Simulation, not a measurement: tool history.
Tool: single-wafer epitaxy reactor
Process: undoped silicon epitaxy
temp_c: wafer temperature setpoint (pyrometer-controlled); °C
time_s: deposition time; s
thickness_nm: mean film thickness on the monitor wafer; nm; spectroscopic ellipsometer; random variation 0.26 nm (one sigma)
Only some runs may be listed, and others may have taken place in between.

Run 1, hour 0: temp_c 635 °C, time_s 537 s. Result: thickness_nm 64.378 nm.
Run 2, hour 5: temp_c 635 °C, time_s 563 s. Result: thickness_nm 66.643 nm.
Run 3, hour 13.7: temp_c 631 °C, time_s 562 s. Result: thickness_nm 60.406 nm.
Run 4, hour 15.7: temp_c 631 °C, time_s 612 s. Result: thickness_nm 65.53 nm.
Run 5, hour 16.4: temp_c 631 °C, time_s 686 s. Result: thickness_nm 74.11 nm.
Run 6, hour 19.9: temp_c 627 °C, time_s 685 s. Result: thickness_nm 66.539 nm.

The next listed run, before its measurement:
Run 7, hour 24: temp_c 624 °C, time_s 684 s. Result: thickness_nm ?.

thickness_nm: 61.62 nm
